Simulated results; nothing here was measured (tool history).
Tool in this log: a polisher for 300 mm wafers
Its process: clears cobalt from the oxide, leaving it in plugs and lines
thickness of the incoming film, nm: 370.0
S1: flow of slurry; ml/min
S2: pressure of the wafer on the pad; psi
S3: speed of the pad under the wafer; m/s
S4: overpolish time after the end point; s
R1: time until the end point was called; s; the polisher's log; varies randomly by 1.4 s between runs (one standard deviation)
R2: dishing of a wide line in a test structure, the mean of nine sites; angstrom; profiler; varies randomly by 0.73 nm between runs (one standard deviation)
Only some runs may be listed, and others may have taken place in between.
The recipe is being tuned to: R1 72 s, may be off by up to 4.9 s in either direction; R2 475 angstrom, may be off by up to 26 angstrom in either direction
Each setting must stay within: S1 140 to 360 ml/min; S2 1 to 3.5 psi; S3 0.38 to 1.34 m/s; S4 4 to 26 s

run 1 day=0 | S1=230 S2=2.2 S3=0.86 S4=13 | R1=95.601 R2=338
run 2 day=0.338 | S1=230 S2=2.2 S3=0.86 S4=15 | R1=92.864 R2=370.24
run 3 day=0.567 | S1=230 S2=2.2 S3=0.72 S4=15 | R1=115.41 R2=338.86
run 4 day=0.871 | S1=230 S2=2 S3=0.72 S4=15 | R1=120.95 R2=318.02
run 5 day=1.154 | S1=185 S2=2 S3=0.72 S4=15 | R1=126.89 R2=305.55
run 6 day=1.242 | S1=185 S2=1.7 S3=0.72 S4=15 | R1=144.61 R2=280.67
run 7 day=1.362 | S1=190 S2=2.1 S3=0.74 S4=15 | R1=118.26 R2=329.88
run 8 day=1.546 | S1=190 S2=2.4 S3=0.76 S4=15 | R1=101.25 R2=353.92
run 9 day=1.812 | S1=195 S2=2.6 S3=0.76 S4=15 | R1=92.465 R2=356.88
run 10 day=1.904 | S1=200 S2=2.7 S3=0.78 S4=16 | R1=88.184 R2=394.76
run 11 day=2.196 | S1=200 S2=3.2 S3=0.8 S4=17 | R1=70.797 R2=432.58

5 next moves are on the table. One of them brings every result within its allowed miss. Which?
run A day=2.488 | S1=175 S2=3.3 S3=0.92 S4=19 | R1=? R2=?
run B day=2.488 | S1=340 S2=2.8 S3=1.04 S4=18 | R1=? R2=?
run C day=2.488 | S1=205 S2=3.5 S3=0.84 S4=19 | R1=? R2=?
run D day=2.488 | S1=145 S2=2.6 S3=1.04 S4=22 | R1=? R2=?
run E day=2.488 | S1=195 S2=3.1 S3=1 S4=20 | R1=? R2=?

move=A R1=62.919 R2=468.84
move=B R1=59.92 R2=468.37
move=C R1=63.139 R2=468.53
move=D R1=73.238 R2=468.65
move=E R1=60.518 R2=478.82
A: the furthest-off result lands on target, but another misses its tolerance
B: the furthest-off result lands on target, but another misses its tolerance
C: the furthest-off result lands on target, but another misses its tolerance
D: hits every target within its allowed miss
E: the furthest-off result lands on target, but another misses its tolerance
Correct choice: D, which meets every target
